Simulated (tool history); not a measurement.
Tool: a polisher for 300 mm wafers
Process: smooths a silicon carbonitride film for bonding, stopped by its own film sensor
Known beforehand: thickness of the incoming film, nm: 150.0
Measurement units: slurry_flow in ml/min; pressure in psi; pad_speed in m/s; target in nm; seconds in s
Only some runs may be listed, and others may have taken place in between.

run  hour  slurry_flow  pressure  pad_speed  slurry_solids  target  seconds
  1     0          205       1.9        0.8              1     133   93.091
  2     3          205       1.9       0.68              1     133   107.85
  3   5.9          165       1.9       0.68              1     133   110.67
  4     9          165       1.8       0.68              1     133   114.24
  5  13.2          165       1.7       0.68              1     133    120.7
  6  21.6          165       1.7       0.68           1.15     133   114.42

Predict the results of run 7:
  7  28.7          165       1.6       0.68           1.15     133        ?

{"run 7": {"seconds": 114.57}}
